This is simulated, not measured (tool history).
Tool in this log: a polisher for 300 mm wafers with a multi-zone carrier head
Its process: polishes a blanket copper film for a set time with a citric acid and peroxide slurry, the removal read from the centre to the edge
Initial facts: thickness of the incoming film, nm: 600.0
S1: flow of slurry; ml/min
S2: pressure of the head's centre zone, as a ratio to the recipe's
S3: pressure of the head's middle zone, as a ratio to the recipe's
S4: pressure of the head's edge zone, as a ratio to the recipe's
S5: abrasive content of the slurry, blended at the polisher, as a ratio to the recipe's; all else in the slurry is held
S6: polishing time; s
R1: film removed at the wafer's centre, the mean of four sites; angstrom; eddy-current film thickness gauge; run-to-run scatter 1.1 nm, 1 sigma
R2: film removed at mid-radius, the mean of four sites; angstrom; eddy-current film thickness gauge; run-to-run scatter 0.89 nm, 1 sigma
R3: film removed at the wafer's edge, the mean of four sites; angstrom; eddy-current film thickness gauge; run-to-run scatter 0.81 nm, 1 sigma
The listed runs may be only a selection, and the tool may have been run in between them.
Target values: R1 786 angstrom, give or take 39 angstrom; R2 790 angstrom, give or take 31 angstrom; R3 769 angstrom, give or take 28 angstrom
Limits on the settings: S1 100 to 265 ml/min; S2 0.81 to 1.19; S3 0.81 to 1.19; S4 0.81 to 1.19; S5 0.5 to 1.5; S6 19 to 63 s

run  hour   S1    S2    S3    S4    S5  S6      R1      R2      R3
  1     0  170     1     1     1     1  41  1193.2    1169  1172.8
  2   8.7  170     1     1     1     1  32   915.4  901.26   918.9
  3  16.9  170     1     1     1     1  41  1189.9  1141.2    1176
  4  18.9  170     1  0.95     1     1  41  1193.4  1110.3  1171.4
     27.8  -- edge zone pressure recalibrated
  5  27.8  165  0.99  0.95  0.96  0.85  39  1058.3  1003.4  1086.7
  6  35.9  170  1.01  0.99  0.95   0.8  36  1022.4  941.11  981.67
  7  38.8  170     1  1.02  0.93  0.75  34  941.03   904.2  893.67
  8  45.5  165  0.99  1.02  0.91   0.7  33  870.64  874.58  852.93

Which of these 5 next moves meets every target?
  A  52.2  200   0.9  1.15  0.86   0.5  31   ?   ?   ?
  B  52.2  160  1.03  0.82  1.02   0.5  40   ?   ?   ?
  C  52.2  195  1.14  1.17  0.81   0.6  29   ?   ?   ?
  D  52.2  185  1.05  1.04  0.91   0.7  27   ?   ?   ?
  E  52.2  115  1.03  1.09  0.96  0.65  31   ?   ?   ?

move      R1      R2      R3
   A  708.84  884.22   751.7
   B  1009.1  831.35  1014.9
   C  870.09  867.32  712.64
   D  763.09   748.6  711.52
   E   775.4  815.05  775.79
A: corrects the largest miss of the last run, while another result sits out of spec
B: lands further from the targets than the last run did
C: pushes the last run's worst result past its target
D: pushes the last run's worst result past its target
E: all results land within tolerance of their targets
Go with E: it meets all targets.

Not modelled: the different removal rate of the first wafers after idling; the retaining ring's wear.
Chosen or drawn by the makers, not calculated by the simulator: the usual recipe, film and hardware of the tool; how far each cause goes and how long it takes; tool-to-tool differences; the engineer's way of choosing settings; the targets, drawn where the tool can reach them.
